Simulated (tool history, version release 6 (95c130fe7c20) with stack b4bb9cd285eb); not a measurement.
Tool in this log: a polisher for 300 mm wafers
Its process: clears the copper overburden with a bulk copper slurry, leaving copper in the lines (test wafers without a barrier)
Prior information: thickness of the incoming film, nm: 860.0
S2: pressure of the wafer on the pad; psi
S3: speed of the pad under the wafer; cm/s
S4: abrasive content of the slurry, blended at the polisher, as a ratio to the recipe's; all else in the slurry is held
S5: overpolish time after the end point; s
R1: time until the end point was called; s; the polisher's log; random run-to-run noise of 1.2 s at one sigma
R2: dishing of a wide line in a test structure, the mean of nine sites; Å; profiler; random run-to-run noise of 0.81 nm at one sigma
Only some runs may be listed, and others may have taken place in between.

{"run": 1, "hour": 0.0, "flow of slurry (ml/min)": 210, "S2": 1.7, "S3": 130, "S4": 1.0, "S5": 26, "R1": 117.78, "R2": 830.89}
{"run": 2, "hour": 7.7, "flow of slurry (ml/min)": 210, "S2": 1.7, "S3": 130, "S4": 0.85, "S5": 26, "R1": 118.95, "R2": 808.96}
{"run": 3, "hour": 15.9, "flow of slurry (ml/min)": 210, "S2": 1.7, "S3": 130, "S4": 0.85, "S5": 34, "R1": 120.9, "R2": 898.06}
{"run": 4, "hour": 23.2, "flow of slurry (ml/min)": 225, "S2": 1.6, "S3": 140, "S4": 0.8, "S5": 31, "R1": 126.82, "R2": 847.55}
{"run": 5, "hour": 29.5, "flow of slurry (ml/min)": 245, "S2": 1.6, "S3": 140, "S4": 0.8, "S5": 31, "R1": 122.6, "R2": 853.12}
{"run": 6, "hour": 35.8, "flow of slurry (ml/min)": 255, "S2": 1.6, "S3": 148, "S4": 0.75, "S5": 28, "R1": 122.36, "R2": 854.39}
{"run": 7, "hour": 43.4, "flow of slurry (ml/min)": 240, "S2": 1.6, "S3": 148, "S4": 0.85, "S5": 25, "R1": 116.17, "R2": 784.66}
{"run": 8, "hour": 52.1, "flow of slurry (ml/min)": 225, "S2": 1.6, "S3": 156, "S4": 0.95, "S5": 23, "R1": 106.68, "R2": 787.13}

Run 9 has not been measured yet. What should we expect?
{"run": 9, "hour": 59.5, "flow of slurry (ml/min)": 210, "S2": 1.6, "S3": 162, "S4": 1.0, "S5": 21, "R1": "?", "R2": "?"}

Run 9 measured R1 108.95 s, R2 773.27 Å.
